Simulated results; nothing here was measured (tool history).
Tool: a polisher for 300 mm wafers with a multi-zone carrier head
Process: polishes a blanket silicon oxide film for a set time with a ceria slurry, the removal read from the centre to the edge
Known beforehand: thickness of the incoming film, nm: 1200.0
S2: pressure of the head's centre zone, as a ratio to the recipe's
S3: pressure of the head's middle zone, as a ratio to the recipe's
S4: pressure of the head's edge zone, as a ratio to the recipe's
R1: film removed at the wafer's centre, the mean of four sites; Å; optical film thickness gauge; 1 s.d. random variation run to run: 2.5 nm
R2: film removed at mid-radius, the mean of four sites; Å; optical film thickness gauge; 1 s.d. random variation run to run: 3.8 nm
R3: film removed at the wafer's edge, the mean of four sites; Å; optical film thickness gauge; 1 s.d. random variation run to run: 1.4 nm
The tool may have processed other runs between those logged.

Run 1, hour 0.0: flow of slurry (ml/min) 310, S2 1.00, S3 1.00, S4 1.00, polishing time (s) 63. Result: R1 1998.9 Å, R2 1962.7 Å, R3 2003.4 Å.
Run 2, hour 5.9: flow of slurry (ml/min) 315, S2 0.99, S3 1.02, S4 1.01, polishing time (s) 64. Result: R1 2021.3 Å, R2 2049.1 Å, R3 2049.1 Å.
Run 3, hour 13.9: flow of slurry (ml/min) 320, S2 0.98, S3 1.04, S4 1.03, polishing time (s) 64. Result: R1 2025.2 Å, R2 2118.8 Å, R3 2094.5 Å.
Run 4, hour 15.2: flow of slurry (ml/min) 320, S2 0.98, S3 1.04, S4 1.03, polishing time (s) 73. Result: R1 2249.8 Å, R2 2331.2 Å, R3 2340.1 Å.
Run 5, hour 19.7: flow of slurry (ml/min) 320, S2 0.98, S3 1.04, S4 1.11, polishing time (s) 73. Result: R1 2274.3 Å, R2 2418.9 Å, R3 2439.1 Å.
Run 6, hour 25.8: flow of slurry (ml/min) 320, S2 0.98, S3 1.04, S4 1.17, polishing time (s) 73. Result: R1 2276.0 Å, R2 2412.9 Å, R3 2508.8 Å.
Run 7, hour 30.8: flow of slurry (ml/min) 320, S2 0.97, S3 1.05, S4 1.16, polishing time (s) 73. Result: R1 2245.7 Å, R2 2408.8 Å, R3 2485.8 Å.
Run 8, hour 37.6: flow of slurry (ml/min) 315, S2 0.96, S3 1.06, S4 1.15, polishing time (s) 73. Result: R1 2255.6 Å, R2 2474.1 Å, R3 2477.9 Å.
Run 9, hour 43.1: flow of slurry (ml/min) 315, S2 0.95, S3 1.06, S4 1.14, polishing time (s) 73. Result: R1 2200.7 Å, R2 2449.7 Å, R3 2474.1 Å.
Run 10, hour 50.7: flow of slurry (ml/min) 315, S2 0.95, S3 1.07, S4 1.13, polishing time (s) 73. Result: R1 2247.6 Å, R2 2475.1 Å, R3 2456.5 Å.
Run 11, hour 55.4: flow of slurry (ml/min) 315, S2 0.94, S3 1.08, S4 1.13, polishing time (s) 73. Result: R1 2237.1 Å, R2 2425.6 Å, R3 2453.4 Å.
Run 12, hour 64.3: flow of slurry (ml/min) 320, S2 0.93, S3 1.09, S4 1.12, polishing time (s) 73. Result: R1 2180.6 Å, R2 2529.9 Å, R3 2475.3 Å.

Predict the results of run 13:
Run 13, hour 70.1: flow of slurry (ml/min) 315, S2 0.93, S3 1.09, S4 1.11, polishing time (s) 73. Result: R1 ?, R2 ?, R3 ?.

R1: 2173.5 Å
R2: 2407.4 Å
R3: 2434.3 Å
